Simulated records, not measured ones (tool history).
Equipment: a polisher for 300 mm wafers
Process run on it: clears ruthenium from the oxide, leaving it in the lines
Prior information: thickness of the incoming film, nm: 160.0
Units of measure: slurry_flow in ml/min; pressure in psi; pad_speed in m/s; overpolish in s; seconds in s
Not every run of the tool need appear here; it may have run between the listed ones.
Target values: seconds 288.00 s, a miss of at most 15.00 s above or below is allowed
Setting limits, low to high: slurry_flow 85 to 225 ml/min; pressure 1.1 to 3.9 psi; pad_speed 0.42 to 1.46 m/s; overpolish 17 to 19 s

run  hour  slurry_flow  pressure  pad_speed  overpolish  seconds
  1   0.0          145       2.5       0.94          17   173.87
  2   2.7          145       2.3       0.94          17   184.20
  3   9.5          145       2.1       0.94          17   206.93
  4  14.9          145       2.1       1.16          17   165.65
  5  23.5          145       2.1       1.16          17   165.00
  6  31.3          145       2.1       1.16          19   165.17
  7  33.9          145       2.0       1.14          19   179.79
  8  35.7          145       1.9       1.14          19   184.16
  9  41.6          145       1.9       1.14          19   181.23
 10  44.3          145       1.8       1.12          19   201.37
 11  48.5          145       1.7       1.12          19   208.57
 12  52.9          145       1.6       1.12          19   221.51
 13  56.1          145       1.5       1.12          19   233.87
 14  62.4          145       1.4       1.12          19   256.23
     71.5  -- slurry nozzle cleaned
 15  71.5          145       1.3       1.12          19   252.33

Consider the 4 candidate settings below. Which is the only one whose results all fall within their allowed miss of target?
  A  80.6          160       1.1       1.28          19        ?
  B  80.6          150       1.1       1.28          19        ?
  C  80.6          160       1.3       0.98          19        ?
  D  80.6          150       1.3       1.14          19        ?

move  seconds
   A   259.87
   B   262.85
   C   288.17
   D   251.59
A: better than the last run, though not everything is in spec
B: better than the last run, though not everything is in spec
C: meets every target
D: no better and no worse than the last run
The move that meets every target is C.
